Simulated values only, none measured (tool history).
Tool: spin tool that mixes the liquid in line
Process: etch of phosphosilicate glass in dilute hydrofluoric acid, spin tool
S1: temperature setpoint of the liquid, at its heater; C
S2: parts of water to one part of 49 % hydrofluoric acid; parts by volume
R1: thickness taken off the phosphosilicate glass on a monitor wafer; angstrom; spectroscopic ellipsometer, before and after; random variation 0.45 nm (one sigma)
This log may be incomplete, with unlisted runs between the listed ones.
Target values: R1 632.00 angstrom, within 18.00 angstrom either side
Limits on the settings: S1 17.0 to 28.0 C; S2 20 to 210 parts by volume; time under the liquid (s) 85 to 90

run 1 hour=0.0 | S1=20.0 S2=115 time_under_the_liquid_(s)=85 | R1=716.39
run 2 hour=4.4 | S1=20.0 S2=115 time_under_the_liquid_(s)=90 | R1=760.05
run 3 hour=10.2 | S1=20.0 S2=115 time_under_the_liquid_(s)=90 | R1=750.05
run 4 hour=17.7 | S1=20.0 S2=115 time_under_the_liquid_(s)=85 | R1=725.38
run 5 hour=24.2 | S1=21.5 S2=115 time_under_the_liquid_(s)=85 | R1=769.80
run 6 hour=28.9 | S1=21.0 S2=115 time_under_the_liquid_(s)=85 | R1=749.59
run 7 hour=37.2 | S1=20.5 S2=115 time_under_the_liquid_(s)=85 | R1=735.05
run 8 hour=45.5 | S1=17.0 S2=120 time_under_the_liquid_(s)=85 | R1=605.31

Which one of the following 5 next-run settings gets every result inside its allowed miss? There is exactly one.
run A hour=53.8 | S1=20.0 S2=120 time_under_the_liquid_(s)=85 | R1=?
run B hour=53.8 | S1=18.0 S2=120 time_under_the_liquid_(s)=85 | R1=?
run C hour=53.8 | S1=19.5 S2=120 time_under_the_liquid_(s)=85 | R1=?
run D hour=53.8 | S1=17.0 S2=115 time_under_the_liquid_(s)=90 | R1=?
run E hour=53.8 | S1=17.5 S2=115 time_under_the_liquid_(s)=90 | R1=?

move=A R1=684.64
move=B R1=630.83
move=C R1=670.87
move=D R1=672.04
move=E R1=686.20
A: takes the biggest miss from the last run beyond its target
B: every result lands within tolerance
C: takes the biggest miss from the last run beyond its target
D: takes the biggest miss from the last run beyond its target
E: takes the biggest miss from the last run beyond its target
B is the move that brings every result within its allowed miss.

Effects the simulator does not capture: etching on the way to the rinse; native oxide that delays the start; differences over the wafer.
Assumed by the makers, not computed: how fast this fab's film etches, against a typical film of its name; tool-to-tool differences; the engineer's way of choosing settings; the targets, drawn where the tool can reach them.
